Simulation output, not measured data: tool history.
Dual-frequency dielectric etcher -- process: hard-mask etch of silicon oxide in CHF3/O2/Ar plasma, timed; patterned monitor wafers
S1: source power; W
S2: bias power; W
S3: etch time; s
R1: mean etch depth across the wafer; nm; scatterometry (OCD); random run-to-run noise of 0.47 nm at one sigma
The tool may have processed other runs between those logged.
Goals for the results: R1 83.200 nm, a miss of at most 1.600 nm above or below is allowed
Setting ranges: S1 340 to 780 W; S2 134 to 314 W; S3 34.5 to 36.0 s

run,hour,S1,S2,S3,R1
1,0.0,560,224,34.5,67.344
2,7.2,600,233,34.5,71.159
3,12.3,500,233,34.5,64.379
4,17.8,550,236,34.5,69.471
5,24.5,550,221,34.5,66.505
6,29.8,550,182,34.5,61.556
7,35.1,590,192,34.5,65.821
8,40.7,620,198,34.5,68.279
9,41.9,730,243,35.0,81.090

Which single option among these 5 for the next run brings every result within its allowed miss of target? Just one does.
A,43.1,720,269,36.0,?
B,43.1,740,271,36.0,?
C,43.1,780,265,35.0,?
D,43.1,710,229,35.5,?
E,43.1,750,239,36.0,?

move,R1
A,86.020
B,87.387
C,86.282
D,79.023
E,83.641
A: moves the result that the last run missed by most past its target, out the other side
B: moves the result that the last run missed by most past its target, out the other side
C: moves the result that the last run missed by most past its target, out the other side
D: the biggest miss grows against the last run
E: all results in spec
So the answer is move E, the one that meets all the targets.

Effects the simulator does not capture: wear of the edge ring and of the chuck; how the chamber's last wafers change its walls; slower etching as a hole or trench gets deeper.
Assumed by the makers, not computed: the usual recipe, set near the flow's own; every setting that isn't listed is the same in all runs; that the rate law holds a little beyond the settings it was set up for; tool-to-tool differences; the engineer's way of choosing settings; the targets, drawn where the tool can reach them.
